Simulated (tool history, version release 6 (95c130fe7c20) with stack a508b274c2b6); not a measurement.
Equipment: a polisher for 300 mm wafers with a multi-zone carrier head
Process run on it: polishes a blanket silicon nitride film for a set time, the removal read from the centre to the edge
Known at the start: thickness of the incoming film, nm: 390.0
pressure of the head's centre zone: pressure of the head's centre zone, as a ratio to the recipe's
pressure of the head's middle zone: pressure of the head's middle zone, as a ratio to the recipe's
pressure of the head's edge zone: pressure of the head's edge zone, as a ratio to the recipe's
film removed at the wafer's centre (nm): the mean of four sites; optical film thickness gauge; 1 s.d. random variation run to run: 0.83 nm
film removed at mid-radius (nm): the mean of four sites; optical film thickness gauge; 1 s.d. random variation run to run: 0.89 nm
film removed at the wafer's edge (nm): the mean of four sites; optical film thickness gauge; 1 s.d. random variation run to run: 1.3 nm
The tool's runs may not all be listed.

run	hour	flow of slurry (ml/min)	pressure of the head's centre zone	pressure of the head's middle zone	pressure of the head's edge zone	polishing time (s)	film removed at the wafer's centre (nm)	film removed at mid-radius (nm)	film removed at the wafer's edge (nm)
1	0.0	260	1.00	1.00	1.00	54	114.730	112.890	115.170
2	7.5	230	1.00	1.00	1.00	54	115.460	113.570	112.590
3	13.6	230	1.00	1.00	0.96	54	112.920	114.570	113.880
4	17.6	230	0.97	0.98	0.96	51	104.300	106.490	107.760
5	20.9	230	0.94	0.97	0.96	49	97.925	99.822	99.934
6	23.5	230	0.94	0.97	0.92	49	96.702	100.360	98.270
7	28.5	220	0.91	0.97	0.96	48	93.298	98.013	96.014
8	35.1	260	0.89	0.95	0.94	47	89.452	94.207	94.790

What does the tool deliver on the next run?
9	37.2	285	0.87	0.95	0.96	46	?	?	?

film removed at the wafer's centre (nm): 86.258
film removed at mid-radius (nm): 95.114
film removed at the wafer's edge (nm): 99.269
